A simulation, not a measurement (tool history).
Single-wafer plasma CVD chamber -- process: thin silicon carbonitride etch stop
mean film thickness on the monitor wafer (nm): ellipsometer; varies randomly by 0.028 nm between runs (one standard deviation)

run	hour	RF power (kW)	deposition time (s)	mean film thickness on the monitor wafer (nm)
1	0.0	0.180	7.42	3.9361
2	6.8	0.195	7.80	4.2461
3	13.8	0.205	8.04	4.4606
4	16.1	0.210	8.19	4.5655
5	20.3	0.210	7.13	3.9807
6	20.9	0.215	7.56	4.2489
7	26.6	0.220	7.85	4.4766

Run 8 is up next; what results do you expect?
8	30.0	0.225	8.01	?

For run 8 the tool returned mean film thickness on the monitor wafer (nm) 4.5556.
